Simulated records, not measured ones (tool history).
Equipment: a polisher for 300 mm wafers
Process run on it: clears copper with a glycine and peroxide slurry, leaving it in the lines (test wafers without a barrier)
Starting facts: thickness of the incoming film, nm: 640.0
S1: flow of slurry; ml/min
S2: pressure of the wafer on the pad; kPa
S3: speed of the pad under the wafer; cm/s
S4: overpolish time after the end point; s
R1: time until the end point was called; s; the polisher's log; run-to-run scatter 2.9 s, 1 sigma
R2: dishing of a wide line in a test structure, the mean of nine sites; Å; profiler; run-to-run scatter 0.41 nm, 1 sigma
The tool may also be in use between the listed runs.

Run 1, hour 0: S1 130 ml/min, S2 19.3 kPa, S3 76 cm/s, S4 13 s. Result: R1 213.81 s, R2 311.43 Å.
Run 2, hour 7.2: S1 130 ml/min, S2 20 kPa, S3 78 cm/s, S4 11 s. Result: R1 198.42 s, R2 279.99 Å.
Run 3, hour 13.4: S1 130 ml/min, S2 20 kPa, S3 78 cm/s, S4 6 s. Result: R1 203.57 s, R2 152.62 Å.
Run 4, hour 17.1: S1 130 ml/min, S2 20 kPa, S3 78 cm/s, S4 4 s. Result: R1 208.69 s, R2 106.75 Å.
Run 5, hour 23.1: S1 130 ml/min, S2 22.8 kPa, S3 78 cm/s, S4 4 s. Result: R1 181.75 s, R2 120.22 Å.
Run 6, hour 28.1: S1 130 ml/min, S2 22.8 kPa, S3 78 cm/s, S4 9 s. Result: R1 177.41 s, R2 253.89 Å.
Run 7, hour 30: S1 135 ml/min, S2 22.8 kPa, S3 80 cm/s, S4 7 s. Result: R1 179.05 s, R2 203.92 Å.

Run 8, settings as shown, results not yet in. Your forecast:
Run 8, hour 38.5: S1 125 ml/min, S2 23.4 kPa, S3 80 cm/s, S4 7 s. Result: R1 ?, R2 ?.

{"run 8": {"R1": 170.77, "R2": 206.34}}
